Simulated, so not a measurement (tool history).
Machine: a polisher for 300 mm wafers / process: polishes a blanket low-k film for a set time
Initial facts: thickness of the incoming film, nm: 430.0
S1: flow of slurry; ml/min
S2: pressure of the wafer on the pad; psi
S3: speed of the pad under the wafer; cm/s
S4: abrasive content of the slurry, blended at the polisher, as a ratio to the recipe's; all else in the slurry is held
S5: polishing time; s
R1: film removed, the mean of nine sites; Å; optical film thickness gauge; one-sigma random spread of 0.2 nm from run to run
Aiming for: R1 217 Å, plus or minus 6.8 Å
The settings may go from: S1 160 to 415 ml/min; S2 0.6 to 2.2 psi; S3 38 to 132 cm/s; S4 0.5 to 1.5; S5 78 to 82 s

| run | hour | S1 | S2 | S3 | S4 | S5 | R1 |
|---|---|---|---|---|---|---|---|
| 1 | 0 | 265 | 1.4 | 84 | 1 | 78 | 201.19 |
| 2 | 5.7 | 265 | 1.2 | 84 | 1 | 78 | 171.82 |
| 3 | 13.8 | 265 | 1.2 | 84 | 0.8 | 78 | 158.52 |
| 4 | 20.7 | 265 | 1.2 | 84 | 0.6 | 78 | 141.37 |
| 5 | 27.8 | 265 | 1.3 | 84 | 0.6 | 78 | 152.65 |
| 6 | 28.9 | 225 | 1.3 | 84 | 0.6 | 78 | 150.33 |
| 7 | 29.7 | 225 | 1.4 | 84 | 0.6 | 78 | 160.84 |
| 8 | 38.2 | 230 | 1.5 | 84 | 0.6 | 78 | 173.23 |
| 9 | 42.2 | 230 | 1.6 | 84 | 0.6 | 78 | 185.04 |

Below are 4 possible settings for the next run. Only one of them brings all results inside the allowed miss of their targets. Which is it?
| A | 46.2 | 190 | 1.6 | 84 | 0.7 | 81 | ? |
| B | 46.2 | 220 | 1.6 | 80 | 0.7 | 82 | ? |
| C | 46.2 | 245 | 1.6 | 90 | 0.7 | 81 | ? |
| D | 46.2 | 160 | 1.3 | 102 | 0.55 | 80 | ? |

| move | R1 |
|---|---|
| A | 201.01 |
| B | 199.29 |
| C | 214.54 |
| D | 165.93 |
A: nearer the targets than the last run, but a result is still out of spec
B: nearer the targets than the last run, but a result is still out of spec
C: all results in spec
D: its largest miss is bigger than the last run's
Answer: C
